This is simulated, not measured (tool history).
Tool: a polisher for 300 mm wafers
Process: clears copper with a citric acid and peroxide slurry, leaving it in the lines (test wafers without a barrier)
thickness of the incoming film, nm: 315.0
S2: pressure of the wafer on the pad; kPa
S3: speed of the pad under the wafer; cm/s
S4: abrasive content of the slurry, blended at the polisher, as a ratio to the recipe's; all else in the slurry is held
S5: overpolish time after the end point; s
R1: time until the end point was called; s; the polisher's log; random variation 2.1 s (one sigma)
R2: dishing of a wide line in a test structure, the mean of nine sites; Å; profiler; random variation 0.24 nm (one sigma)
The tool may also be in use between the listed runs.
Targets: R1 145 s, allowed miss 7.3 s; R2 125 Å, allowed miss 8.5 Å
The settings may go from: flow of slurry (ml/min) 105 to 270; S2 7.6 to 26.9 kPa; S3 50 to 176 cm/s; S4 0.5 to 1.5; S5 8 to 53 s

Run 1, hour 0: flow of slurry (ml/min) 175, S2 17.2 kPa, S3 112 cm/s, S4 1, S5 27 s. Result: R1 151.18 s, R2 371.26 Å.
Run 2, hour 0.6: flow of slurry (ml/min) 140, S2 17.2 kPa, S3 112 cm/s, S4 1, S5 27 s. Result: R1 158.28 s, R2 336.09 Å.
Run 3, hour 2.1: flow of slurry (ml/min) 130, S2 15.9 kPa, S3 120 cm/s, S4 1, S5 21 s. Result: R1 161.74 s, R2 267.88 Å.
Run 4, hour 10.4: flow of slurry (ml/min) 125, S2 14.5 kPa, S3 132 cm/s, S4 0.95, S5 17 s. Result: R1 163.56 s, R2 220.97 Å.
Run 5, hour 12.5: flow of slurry (ml/min) 125, S2 14.5 kPa, S3 132 cm/s, S4 0.95, S5 25 s. Result: R1 165.13 s, R2 310.53 Å.
At hour 16.3: slurry nozzle cleaned.
Run 6, hour 16.3: flow of slurry (ml/min) 140, S2 14.5 kPa, S3 132 cm/s, S4 0.95, S5 25 s. Result: R1 150.22 s, R2 348.93 Å.
Run 7, hour 21.8: flow of slurry (ml/min) 140, S2 14.5 kPa, S3 132 cm/s, S4 0.95, S5 25 s. Result: R1 151.59 s, R2 337.12 Å.
Run 8, hour 30.7: flow of slurry (ml/min) 130, S2 17.2 kPa, S3 118 cm/s, S4 1.1, S5 20 s. Result: R1 135.51 s, R2 309.5 Å.
Run 9, hour 31.5: flow of slurry (ml/min) 125, S2 20 kPa, S3 110 cm/s, S4 0.95, S5 16 s. Result: R1 136.5 s, R2 258.38 Å.
Run 10, hour 39.9: flow of slurry (ml/min) 105, S2 24.8 kPa, S3 78 cm/s, S4 0.7, S5 8 s. Result: R1 165.26 s, R2 104.15 Å.
Run 11, hour 48.8: flow of slurry (ml/min) 115, S2 25.5 kPa, S3 78 cm/s, S4 0.7, S5 8 s. Result: R1 165.28 s, R2 112.86 Å.
Run 12, hour 50.1: flow of slurry (ml/min) 115, S2 26.2 kPa, S3 80 cm/s, S4 0.7, S5 8 s. Result: R1 155.09 s, R2 119.37 Å.

5 next moves are on the table. One of them brings every result within its allowed miss. Which?
Run A, hour 51.4: flow of slurry (ml/min) 105, S2 26.9 kPa, S3 74 cm/s, S4 0.55, S5 8 s. Result: R1 ?, R2 ?.
Run B, hour 51.4: flow of slurry (ml/min) 110, S2 24.8 kPa, S3 78 cm/s, S4 0.7, S5 8 s. Result: R1 ?, R2 ?.
Run C, hour 51.4: flow of slurry (ml/min) 105, S2 22.8 kPa, S3 82 cm/s, S4 0.6, S5 10 s. Result: R1 ?, R2 ?.
Run D, hour 51.4: flow of slurry (ml/min) 105, S2 26.2 kPa, S3 84 cm/s, S4 0.9, S5 8 s. Result: R1 ?, R2 ?.
Run E, hour 51.4: flow of slurry (ml/min) 130, S2 26.9 kPa, S3 72 cm/s, S4 0.65, S5 8 s. Result: R1 ?, R2 ?.

move      R1      R2
   A  174.49  104.19
   B  168.68  107.56
   C  182.71  123.29
   D  143.45  125.71
   E  163.98  110.62
A: further off than the last run
B: further off than the last run
C: further off than the last run
D: meets every target
E: further off than the last run
The right move is D.

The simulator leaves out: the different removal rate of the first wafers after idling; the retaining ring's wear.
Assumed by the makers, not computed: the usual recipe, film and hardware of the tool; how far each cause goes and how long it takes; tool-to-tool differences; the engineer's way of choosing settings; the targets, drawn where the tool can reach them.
